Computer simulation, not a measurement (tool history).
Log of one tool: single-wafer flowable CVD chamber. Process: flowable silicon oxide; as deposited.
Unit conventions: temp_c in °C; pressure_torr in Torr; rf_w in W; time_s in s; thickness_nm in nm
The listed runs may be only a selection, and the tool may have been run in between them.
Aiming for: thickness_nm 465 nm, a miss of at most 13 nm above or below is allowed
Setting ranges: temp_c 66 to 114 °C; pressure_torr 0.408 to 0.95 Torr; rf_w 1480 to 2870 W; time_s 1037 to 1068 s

Run 1, day 0: temp_c 90 °C, pressure_torr 0.679 Torr, rf_w 2175 W, time_s 1037 s. Result: thickness_nm 694.73 nm.
Run 2, day 0.138: temp_c 94 °C, pressure_torr 0.678 Torr, rf_w 2175 W, time_s 1037 s. Result: thickness_nm 592.96 nm.
Run 3, day 0.454: temp_c 105 °C, pressure_torr 0.678 Torr, rf_w 2175 W, time_s 1037 s. Result: thickness_nm 392.84 nm.
Run 4, day 0.708: temp_c 105 °C, pressure_torr 0.678 Torr, rf_w 2175 W, time_s 1037 s. Result: thickness_nm 393.07 nm.
Run 5, day 1.012: temp_c 104 °C, pressure_torr 0.678 Torr, rf_w 2175 W, time_s 1037 s. Result: thickness_nm 407.39 nm.
Run 6, day 1.25: temp_c 104 °C, pressure_torr 0.678 Torr, rf_w 2175 W, time_s 1037 s. Result: thickness_nm 407.65 nm.
Run 7, day 1.454: temp_c 99 °C, pressure_torr 0.679 Torr, rf_w 2175 W, time_s 1037 s. Result: thickness_nm 491.82 nm.
Run 8, day 1.817: temp_c 99 °C, pressure_torr 0.679 Torr, rf_w 2175 W, time_s 1037 s. Result: thickness_nm 494.52 nm.

Exercise: of the 4 proposed moves below, exactly one satisfies all targets within the stated allowed misses. Which move is it?
Run A, day 2.179: temp_c 100 °C, pressure_torr 0.629 Torr, rf_w 2340 W, time_s 1068 s. Result: thickness_nm ?.
Run B, day 2.179: temp_c 94 °C, pressure_torr 0.602 Torr, rf_w 1865 W, time_s 1039 s. Result: thickness_nm ?.
Run C, day 2.179: temp_c 93 °C, pressure_torr 0.561 Torr, rf_w 2165 W, time_s 1055 s. Result: thickness_nm ?.
Run D, day 2.179: temp_c 98 °C, pressure_torr 0.741 Torr, rf_w 2195 W, time_s 1067 s. Result: thickness_nm ?.

move  thickness_nm
   A        466.76
   B        511.36
   C        532.75
   D        574.09
A: meets every target
B: further off than the last run
C: further off than the last run
D: further off than the last run
A meets every target.
